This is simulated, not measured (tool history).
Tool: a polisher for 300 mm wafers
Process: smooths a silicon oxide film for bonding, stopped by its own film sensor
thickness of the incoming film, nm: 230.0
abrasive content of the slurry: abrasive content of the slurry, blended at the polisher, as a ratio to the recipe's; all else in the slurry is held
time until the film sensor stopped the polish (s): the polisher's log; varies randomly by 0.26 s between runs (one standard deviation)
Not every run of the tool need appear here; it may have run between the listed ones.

run  hour  flow of slurry (ml/min)  pressure of the wafer on the pad (psi)  speed of the pad under the wafer (m/s)  abrasive content of the slurry  target thickness at which the film sensor stops the polish (angstrom)  time until the film sensor stopped the polish (s)
  1   0.0                      265                                     2.7                                    1.06                             1.0                                                                   1940                                             36.463
  2   6.3                      265                                     2.7                                    1.22                             1.0                                                                   1940                                             32.280
  3   7.2                      220                                     2.7                                    1.22                             1.0                                                                   1940                                             32.971
  4  14.4                      220                                     2.7                                    1.22                             0.8                                                                   1940                                             36.290
  5  21.4                      220                                     3.0                                    1.22                             0.8                                                                   1940                                             33.110
  6  23.5                      220                                     3.2                                    1.22                             0.8                                                                   1940                                             30.712
     30.0  -- slurry blender recalibrated
  7  30.0                      225                                     3.9                                    1.24                             0.8                                                                   1940                                             21.068
  8  32.6                      220                                     3.8                                    1.24                             0.8                                                                   1940                                             21.645
  9  40.5                      220                                     3.7                                    1.24                             0.8                                                                   1940                                             22.803

Expected results for the next run?
 10  47.2                      220                                     3.6                                    1.24                             0.8                                                                   1940                                                  ?

{"run 10": {"time until the film sensor stopped the polish (s)": 22.868}}
